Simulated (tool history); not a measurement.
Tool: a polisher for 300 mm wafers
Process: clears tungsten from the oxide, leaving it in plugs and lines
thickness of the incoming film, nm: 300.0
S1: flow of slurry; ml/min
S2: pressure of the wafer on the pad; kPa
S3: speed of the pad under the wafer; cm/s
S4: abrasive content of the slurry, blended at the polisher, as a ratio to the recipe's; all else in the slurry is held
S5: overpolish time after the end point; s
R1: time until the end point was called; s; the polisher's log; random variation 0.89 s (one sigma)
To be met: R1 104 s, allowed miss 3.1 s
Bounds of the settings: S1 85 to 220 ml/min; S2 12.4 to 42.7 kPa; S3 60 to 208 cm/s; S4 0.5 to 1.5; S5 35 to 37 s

run	hour	S1	S2	S3	S4	S5	R1
1	0	140	27.6	134	1	35	47.684
2	8.8	140	30.3	134	1	35	43.406
3	13.2	135	25.5	126	1	35	54.807
4	21.6	135	25.5	126	1.2	35	52.495
5	30.2	130	22.1	120	1.2	35	63.981
6	32.7	130	22.1	152	1.2	35	52.577
7	33.3	125	19.3	140	1.2	35	64.319
8	41.1	120	17.2	134	1.2	35	74.591
9	49.5	115	15.9	132	1.2	35	82.926
10	50.1	110	15.2	132	1.2	35	87.374
11	54.1	105	14.5	132	1.2	35	91.868
12	55.6	100	14.5	132	1.2	35	94.239
13	62.3	95	14.5	132	1.2	35	95.707
14	63.3	90	13.8	132	1.2	35	101.3

5 next moves are on the table. One of them brings every result within its allowed miss. Which?
A	64.3	105	15.2	122	1.1	37	?
B	64.3	85	13.1	150	1.25	35	?
C	64.3	90	13.1	138	1.15	35	?
D	64.3	85	13.8	158	0.9	35	?
E	64.3	90	14.5	132	1.25	36	?

move	R1
A	96.136
B	96.789
C	103.56
D	94.6
E	95.976
A: further off than the last run
B: further off than the last run
C: meets every target
D: further off than the last run
E: further off than the last run
Move C is the one to make.
